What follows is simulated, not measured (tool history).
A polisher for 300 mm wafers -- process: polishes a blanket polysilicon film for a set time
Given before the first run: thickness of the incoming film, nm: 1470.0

| run | day | flow of slurry (ml/min) | pressure of the wafer on the pad (kPa) | speed of the pad under the wafer (m/s) | polishing time (s) | film removed (angstrom) |
|---|---|---|---|---|---|---|
| 1 | 0 | 140 | 19.3 | 1.14 | 25 | 2534.2 |
| 2 | 0.304 | 140 | 23.4 | 1.14 | 25 | 2994.7 |
| 3 | 0.446 | 140 | 23.4 | 0.88 | 25 | 2429.2 |
| 4 | 0.483 | 140 | 24.8 | 0.94 | 25 | 2733 |
| 5 | 0.846 | 140 | 24.8 | 0.78 | 25 | 2229 |
| 6 | 0.962 | 140 | 24.8 | 0.78 | 22 | 1967.5 |
| 7 | 1.279 | 140 | 25.5 | 0.86 | 22 | 2181.7 |
| 8 | 1.617 | 140 | 26.2 | 0.94 | 22 | 2434.8 |
| 9 | 1.667 | 140 | 26.9 | 1.02 | 22 | 2684.9 |
| 10 | 2.012 | 140 | 27.6 | 1.08 | 22 | 2888 |
| 11 | 2.358 | 140 | 28.3 | 1.14 | 22 | 3065.6 |
| 12 | 2.442 | 140 | 29 | 1.2 | 22 | 3272.4 |
| 13 | 2.717 | 140 | 29 | 1.24 | 22 | 3339.4 |
| 14 | 2.975 | 140 | 29 | 1.28 | 22 | 3530.9 |
| 15 | 3.158 | 140 | 29 | 1.3 | 22 | 3574.5 |
| 16 | 3.233 | 140 | 29 | 1.32 | 22 | 3591.9 |
| 17 | 3.454 | 140 | 29 | 1.34 | 22 | 3620.3 |
| 18 | 3.625 | 140 | 29 | 1.34 | 22 | 3651.9 |

Predict the results of run 19:
| 19 | 3.654 | 140 | 29 | 1.36 | 22 | ? |

Run 19 gave film removed (angstrom) 3791.5.
